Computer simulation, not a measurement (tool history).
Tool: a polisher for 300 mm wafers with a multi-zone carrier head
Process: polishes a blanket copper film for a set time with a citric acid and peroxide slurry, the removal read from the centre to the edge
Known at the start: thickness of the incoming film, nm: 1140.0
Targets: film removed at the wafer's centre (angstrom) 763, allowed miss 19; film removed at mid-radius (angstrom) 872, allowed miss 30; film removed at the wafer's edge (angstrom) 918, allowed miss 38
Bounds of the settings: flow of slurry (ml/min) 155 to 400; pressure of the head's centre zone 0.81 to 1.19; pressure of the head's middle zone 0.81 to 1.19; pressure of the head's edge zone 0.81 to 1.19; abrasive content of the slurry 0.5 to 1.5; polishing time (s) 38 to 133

run,day,flow of slurry (ml/min),pressure of the head's centre zone,pressure of the head's middle zone,pressure of the head's edge zone,abrasive content of the slurry,polishing time (s),film removed at the wafer's centre (angstrom),film removed at mid-radius (angstrom),film removed at the wafer's edge (angstrom)
1,0,255,1,1,1,1,85,1365,1408.1,1419
2,0.308,240,0.95,0.97,0.97,0.85,78,1154.2,1202.9,1234.6
3,0.367,240,0.95,0.97,0.97,1.05,78,1198.1,1267.5,1267.9
4,0.404,225,0.91,0.96,0.96,0.9,73,1046.6,1107.7,1161.9
5,0.658,225,0.91,0.96,1.01,0.9,73,1047.2,1144.3,1171
6,1.029,215,0.88,0.96,0.99,0.8,69,934.86,1047,1057.4
7,1.338,205,0.86,0.94,1,0.7,68,878.2,947.51,1022.8
8,1.7,200,0.84,0.95,0.99,0.65,67,834.07,931.88,965.42
9,2.033,195,0.83,0.95,1,0.6,67,809.89,919.02,982.47
10,2.321,185,0.81,0.93,0.92,0.5,66,733.93,843.12,891.33

Which of these 5 next moves meets every target?
A,2.608,200,0.81,0.92,0.92,0.6,65,?,?,?
B,2.608,190,0.83,0.84,0.97,0.5,68,?,?,?
C,2.608,185,0.9,0.91,1.07,0.5,60,?,?,?
D,2.608,170,0.81,0.98,0.95,0.55,62,?,?,?
E,2.608,165,0.97,1.01,0.94,0.5,60,?,?,?

move,film removed at the wafer's centre (angstrom),film removed at mid-radius (angstrom),film removed at the wafer's edge (angstrom)
A,766.9,879.88,910.66
B,776.32,812.73,927.02
C,724.6,763.72,846.95
D,703.33,852.11,849.37
E,756.23,823.43,797.9
A: meets every target
B: brings the result that was furthest off to its target, and leaves another outside
C: further off than the last run
D: further off than the last run
E: brings the result that was furthest off to its target, and leaves another outside
Answer: A
